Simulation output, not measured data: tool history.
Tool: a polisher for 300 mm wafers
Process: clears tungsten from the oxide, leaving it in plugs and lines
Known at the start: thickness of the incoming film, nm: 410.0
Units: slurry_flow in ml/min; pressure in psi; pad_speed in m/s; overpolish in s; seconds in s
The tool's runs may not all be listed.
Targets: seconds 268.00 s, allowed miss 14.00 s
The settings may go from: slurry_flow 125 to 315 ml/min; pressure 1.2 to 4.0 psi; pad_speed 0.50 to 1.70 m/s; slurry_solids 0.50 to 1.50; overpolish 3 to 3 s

{"run": 1, "hour": 0.0, "slurry_flow": 205, "pressure": 2.6, "pad_speed": 1.1, "slurry_solids": 1.0, "overpolish": 3, "seconds": 122.85}
{"run": 2, "hour": 5.4, "slurry_flow": 205, "pressure": 2.6, "pad_speed": 1.1, "slurry_solids": 1.2, "overpolish": 3, "seconds": 116.09}
{"run": 3, "hour": 8.4, "slurry_flow": 205, "pressure": 2.6, "pad_speed": 1.1, "slurry_solids": 1.4, "overpolish": 3, "seconds": 112.17}
{"run": 4, "hour": 9.0, "slurry_flow": 205, "pressure": 2.2, "pad_speed": 1.0, "slurry_solids": 1.4, "overpolish": 3, "seconds": 144.58}
{"run": 5, "hour": 14.6, "slurry_flow": 205, "pressure": 2.2, "pad_speed": 1.26, "slurry_solids": 1.4, "overpolish": 3, "seconds": 114.55}
{"run": 6, "hour": 22.6, "slurry_flow": 205, "pressure": 2.2, "pad_speed": 1.14, "slurry_solids": 1.4, "overpolish": 3, "seconds": 129.54}
{"run": 7, "hour": 26.3, "slurry_flow": 205, "pressure": 1.9, "pad_speed": 1.04, "slurry_solids": 1.4, "overpolish": 3, "seconds": 156.88}
{"run": 8, "hour": 28.5, "slurry_flow": 205, "pressure": 1.7, "pad_speed": 0.96, "slurry_solids": 1.4, "overpolish": 3, "seconds": 191.25}
{"run": 9, "hour": 37.2, "slurry_flow": 205, "pressure": 1.6, "pad_speed": 0.92, "slurry_solids": 1.4, "overpolish": 3, "seconds": 214.07}
{"run": 10, "hour": 45.7, "slurry_flow": 205, "pressure": 1.5, "pad_speed": 0.92, "slurry_solids": 1.4, "overpolish": 3, "seconds": 228.03}
{"run": 11, "hour": 54.6, "slurry_flow": 205, "pressure": 1.5, "pad_speed": 0.92, "slurry_solids": 1.4, "overpolish": 3, "seconds": 235.95}

4 next moves are on the table. One of them brings every result within its allowed miss. Which?
{"run": "A", "hour": 63.5, "slurry_flow": 245, "pressure": 1.2, "pad_speed": 0.8, "slurry_solids": 1.45, "overpolish": 3, "seconds": "?"}
{"run": "B", "hour": 63.5, "slurry_flow": 235, "pressure": 1.2, "pad_speed": 0.96, "slurry_solids": 1.45, "overpolish": 3, "seconds": "?"}
{"run": "C", "hour": 63.5, "slurry_flow": 250, "pressure": 1.2, "pad_speed": 1.08, "slurry_solids": 1.35, "overpolish": 3, "seconds": "?"}
{"run": "D", "hour": 63.5, "slurry_flow": 200, "pressure": 1.7, "pad_speed": 0.9, "slurry_solids": 1.35, "overpolish": 3, "seconds": "?"}

move=A seconds=305.37
move=B seconds=257.49
move=C seconds=231.89
move=D seconds=204.72
A: takes the result that was furthest off past its target
B: meets every target
C: further off than the last run
D: further off than the last run
Move B is the one to make.

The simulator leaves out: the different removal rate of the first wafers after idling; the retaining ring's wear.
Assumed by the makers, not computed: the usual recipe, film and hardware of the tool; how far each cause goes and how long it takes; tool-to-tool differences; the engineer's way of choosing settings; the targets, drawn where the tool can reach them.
